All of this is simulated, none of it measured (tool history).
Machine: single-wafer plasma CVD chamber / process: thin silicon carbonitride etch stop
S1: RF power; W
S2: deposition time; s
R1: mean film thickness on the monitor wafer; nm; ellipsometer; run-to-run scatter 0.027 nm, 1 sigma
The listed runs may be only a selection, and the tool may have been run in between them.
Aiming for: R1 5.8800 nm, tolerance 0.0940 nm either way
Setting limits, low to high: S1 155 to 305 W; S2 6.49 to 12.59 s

run 1 hour=0.0 | S1=230 S2=9.54 | R1=6.8682
run 2 hour=7.8 | S1=215 S2=9.30 | R1=6.6070
run 3 hour=15.5 | S1=205 S2=9.08 | R1=6.3615
run 4 hour=20.5 | S1=195 S2=8.98 | R1=6.2700
-- hour=29.1 thermocouple changed; heater temperature recalibrated
run 5 hour=29.1 | S1=190 S2=8.85 | R1=6.1062
run 6 hour=37.8 | S1=185 S2=8.81 | R1=6.0639
run 7 hour=41.9 | S1=185 S2=8.81 | R1=6.0367
run 8 hour=48.1 | S1=180 S2=8.79 | R1=6.0388

Below are 5 possible settings for the next run. Only one of them brings all results inside the allowed miss of their targets. Which is it?
run A hour=54.3 | S1=180 S2=8.95 | R1=?
run B hour=54.3 | S1=195 S2=8.15 | R1=?
run C hour=54.3 | S1=185 S2=8.50 | R1=?
run D hour=54.3 | S1=200 S2=8.10 | R1=?
run E hour=54.3 | S1=155 S2=9.11 | R1=?

move=A R1=6.1004
move=B R1=5.6290
move=C R1=5.8197
move=D R1=5.6184
move=E R1=6.0660
A: lands further from the targets than the last run did
B: carries the result that was furthest off beyond its target, to the other side
C: meets every target
D: carries the result that was furthest off beyond its target, to the other side
E: lands further from the targets than the last run did
The move that meets every target is C.

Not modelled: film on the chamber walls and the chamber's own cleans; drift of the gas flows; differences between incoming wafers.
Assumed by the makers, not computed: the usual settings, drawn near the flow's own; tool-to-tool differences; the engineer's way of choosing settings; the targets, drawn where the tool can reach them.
